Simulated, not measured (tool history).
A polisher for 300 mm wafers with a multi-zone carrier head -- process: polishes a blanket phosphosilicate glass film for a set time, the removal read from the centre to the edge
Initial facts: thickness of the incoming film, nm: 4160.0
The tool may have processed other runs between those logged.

| run | hour | flow of slurry (ml/min) | pressure of the head's centre zone | pressure of the head's middle zone | pressure of the head's edge zone | abrasive content of the slurry | polishing time (s) | film removed at the wafer's centre (Å) | film removed at mid-radius (Å) | film removed at the wafer's edge (Å) |
|---|---|---|---|---|---|---|---|---|---|---|
| 1 | 0 | 275 | 1 | 1 | 1 | 1 | 62 | 3871.8 | 3848.4 | 3962 |
| 2 | 8.3 | 275 | 1 | 1 | 1 | 1 | 52 | 3282.7 | 3267.3 | 3287 |
| 3 | 16.9 | 275 | 1 | 1 | 0.96 | 1 | 52 | 3281.8 | 3270.5 | 3188 |
| 4 | 24.8 | 275 | 1 | 1 | 0.96 | 1.05 | 52 | 3352.3 | 3307.3 | 3327.1 |
| 5 | 27.6 | 275 | 0.99 | 0.98 | 0.96 | 1 | 52 | 3217.7 | 3252.3 | 3218 |
| 6 | 35.5 | 275 | 1.02 | 0.98 | 0.96 | 1 | 52 | 3310.4 | 3209.4 | 3188 |
| 7 | 37 | 270 | 1.02 | 0.96 | 0.96 | 0.95 | 52 | 3301.1 | 3155.3 | 3156.4 |
| 8 | 40.7 | 270 | 1.01 | 0.94 | 0.97 | 0.9 | 51 | 3124.6 | 2886.6 | 3018.8 |
| 9 | 48.6 | 270 | 1 | 0.93 | 0.96 | 0.85 | 51 | 2985 | 2825 | 2893.2 |
| 10 | 54.9 | 270 | 0.99 | 0.92 | 0.95 | 0.8 | 51 | 2886.8 | 2674.9 | 2918.6 |
| 11 | 56.1 | 270 | 0.99 | 0.93 | 0.94 | 0.75 | 51 | 2807.7 | 2675.7 | 2753.6 |
| 12 | 64.6 | 270 | 0.98 | 0.92 | 0.93 | 0.75 | 51 | 2822.9 | 2687.1 | 2731.2 |
| 13 | 70.5 | 270 | 0.97 | 0.91 | 0.92 | 0.75 | 51 | 2761.4 | 2637.8 | 2820.4 |

What does the tool deliver on the next run?
| 14 | 71.2 | 270 | 0.97 | 0.91 | 0.92 | 0.7 | 51 | ? | ? | ? |

film removed at the wafer's centre (Å): 2656.1
film removed at mid-radius (Å): 2509.4
film removed at the wafer's edge (Å): 2582.6

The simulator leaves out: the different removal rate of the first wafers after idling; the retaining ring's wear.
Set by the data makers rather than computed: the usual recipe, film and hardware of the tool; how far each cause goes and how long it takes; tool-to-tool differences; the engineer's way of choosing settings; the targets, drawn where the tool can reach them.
